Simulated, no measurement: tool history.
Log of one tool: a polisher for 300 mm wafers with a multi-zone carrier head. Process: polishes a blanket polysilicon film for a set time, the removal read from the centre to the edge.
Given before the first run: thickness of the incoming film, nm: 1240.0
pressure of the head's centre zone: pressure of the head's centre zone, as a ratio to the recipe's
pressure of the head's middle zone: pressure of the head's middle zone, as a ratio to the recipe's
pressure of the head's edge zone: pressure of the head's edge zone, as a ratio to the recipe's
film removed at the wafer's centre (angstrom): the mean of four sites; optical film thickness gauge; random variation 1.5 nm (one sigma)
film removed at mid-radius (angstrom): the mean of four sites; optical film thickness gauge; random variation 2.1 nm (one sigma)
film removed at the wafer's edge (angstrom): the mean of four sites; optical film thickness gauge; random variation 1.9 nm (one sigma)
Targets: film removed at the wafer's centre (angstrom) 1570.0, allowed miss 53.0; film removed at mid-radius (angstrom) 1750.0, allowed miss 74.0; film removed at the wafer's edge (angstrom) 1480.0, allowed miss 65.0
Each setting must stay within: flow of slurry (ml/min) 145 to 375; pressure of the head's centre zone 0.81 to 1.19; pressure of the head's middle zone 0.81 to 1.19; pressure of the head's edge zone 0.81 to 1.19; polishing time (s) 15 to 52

run  hour  flow of slurry (ml/min)  pressure of the head's centre zone  pressure of the head's middle zone  pressure of the head's edge zone  polishing time (s)  film removed at the wafer's centre (angstrom)  film removed at mid-radius (angstrom)  film removed at the wafer's edge (angstrom)
  1   0.0                      240                                1.00                                1.00                              1.00                  33                                         2825.6                                 2913.6                                       2805.0
  2   6.0                      235                                0.99                                1.02                              0.95                  27                                         2285.2                                 2415.5                                       2226.8
  3  10.9                      235                                1.03                                1.02                              0.95                  27                                         2338.1                                 2371.3                                       2207.9
  4  14.4                      260                                1.03                                1.02                              0.95                  27                                         2387.7                                 2410.0                                       2222.1
  5  21.0                      265                                1.01                                1.03                              0.92                  23                                         1994.3                                 2035.0                                       1863.6
  6  25.0                      265                                0.99                                1.05                              0.89                  22                                         1908.7                                 2056.5                                       1751.3
  7  29.0                      265                                0.97                                1.04                              0.87                  21                                         1765.7                                 1934.9                                       1616.3
  8  37.9                      265                                0.97                                1.04                              0.87                  21                                         1747.2                                 1961.2                                       1665.9
  9  45.4                      265                                0.97                                1.03                              0.85                  20                                         1678.7                                 1826.7                                       1597.8

Exercise: of the 5 proposed moves below, exactly one satisfies all targets within the stated allowed misses. Which move is it?
  A  52.9                      240                                0.96                                1.07                              0.88                  19                                              ?                                      ?                                            ?
  B  52.9                      225                                0.97                                1.02                              0.82                  22                                              ?                                      ?                                            ?
  C  52.9                      205                                0.82                                0.90                              0.89                  22                                              ?                                      ?                                            ?
  D  52.9                      300                                1.16                                1.16                              0.86                  18                                              ?                                      ?                                            ?
  E  52.9                      145                                0.83                                0.86                              0.85                  22                                              ?                                      ?                                            ?

move  film removed at the wafer's centre (angstrom)  film removed at mid-radius (angstrom)  film removed at the wafer's edge (angstrom)
   A                                         1564.7                                 1766.3                                       1488.6
   B                                         1817.4                                 1957.3                                       1677.0
   C                                         1566.9                                 1758.1                                       1719.4
   D                                         1774.5                                 1816.3                                       1414.2
   E                                         1536.8                                 1652.3                                       1660.2
A: in spec on every target
B: misses by more than the last run did
C: brings the result that was furthest off to its target, and leaves another outside
D: misses by more than the last run did
E: brings the result that was furthest off to its target, and leaves another outside
A meets every target.
